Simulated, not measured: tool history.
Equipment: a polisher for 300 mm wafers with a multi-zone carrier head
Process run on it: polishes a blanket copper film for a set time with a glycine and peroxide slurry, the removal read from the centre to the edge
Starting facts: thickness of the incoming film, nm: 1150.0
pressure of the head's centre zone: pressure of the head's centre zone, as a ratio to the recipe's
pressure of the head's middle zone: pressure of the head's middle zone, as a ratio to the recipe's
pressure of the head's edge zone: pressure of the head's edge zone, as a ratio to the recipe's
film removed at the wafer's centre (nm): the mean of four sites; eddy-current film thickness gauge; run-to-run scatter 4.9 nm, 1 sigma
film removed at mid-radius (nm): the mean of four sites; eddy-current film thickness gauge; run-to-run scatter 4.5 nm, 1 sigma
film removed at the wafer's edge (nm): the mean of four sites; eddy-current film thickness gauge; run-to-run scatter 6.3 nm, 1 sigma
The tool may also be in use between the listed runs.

run	hour	flow of slurry (ml/min)	pressure of the head's centre zone	pressure of the head's middle zone	pressure of the head's edge zone	polishing time (s)	film removed at the wafer's centre (nm)	film removed at mid-radius (nm)	film removed at the wafer's edge (nm)
1	0.0	300	1.00	1.00	1.00	56	364.46	367.12	365.04
2	2.9	300	1.00	1.01	1.02	57	365.50	377.95	366.14
3	4.8	300	0.99	1.00	1.03	59	382.01	387.02	396.39
4	12.3	300	0.99	1.01	1.04	60	380.14	399.81	405.42
5	18.8	300	0.99	1.01	0.97	60	379.49	403.11	393.76
6	24.3	300	1.07	1.01	0.97	60	408.74	401.37	393.63
7	28.7	310	1.02	1.07	1.07	67	445.57	456.26	458.18
8	34.4	310	1.01	1.07	1.07	67	437.96	464.82	455.87

Estimate the outcome of run 9 from the log above:
9	37.8	310	1.01	1.07	1.07	67	?	?	?

{"run 9": {"film removed at the wafer's centre (nm)": 445.92, "film removed at mid-radius (nm)": 461.07, "film removed at the wafer's edge (nm)": 460.22}}
